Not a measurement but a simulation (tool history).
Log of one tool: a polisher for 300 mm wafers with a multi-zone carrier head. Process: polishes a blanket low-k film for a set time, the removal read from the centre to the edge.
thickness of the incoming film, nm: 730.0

run	hour	flow of slurry (ml/min)	pressure of the head's centre zone	pressure of the head's middle zone	pressure of the head's edge zone	abrasive content of the slurry	polishing time (s)	film removed at the wafer's centre (nm)	film removed at mid-radius (nm)	film removed at the wafer's edge (nm)
1	0.0	225	1.00	1.00	1.00	1.00	38	20.513	20.406	20.218
2	8.0	265	1.00	1.00	1.00	1.00	38	20.702	20.626	20.445
3	16.6	265	1.00	1.00	1.09	1.00	38	20.262	20.906	21.293
4	24.1	265	1.00	0.94	1.09	1.00	38	20.734	19.775	21.251
5	32.2	265	1.00	0.97	1.04	0.95	38	20.592	19.820	20.376
6	39.5	315	1.00	0.97	1.04	0.95	38	20.652	19.845	20.513
7	45.7	315	0.99	1.00	1.00	0.90	38	19.899	20.260	19.721
8	47.9	250	0.99	1.02	0.90	0.70	38	17.759	18.153	16.667

The next listed run, before its measurement:
9	51.7	250	0.99	1.03	0.89	0.70	38	?	?	?

film removed at the wafer's centre (nm): 17.611
film removed at mid-radius (nm): 18.255
film removed at the wafer's edge (nm): 16.424
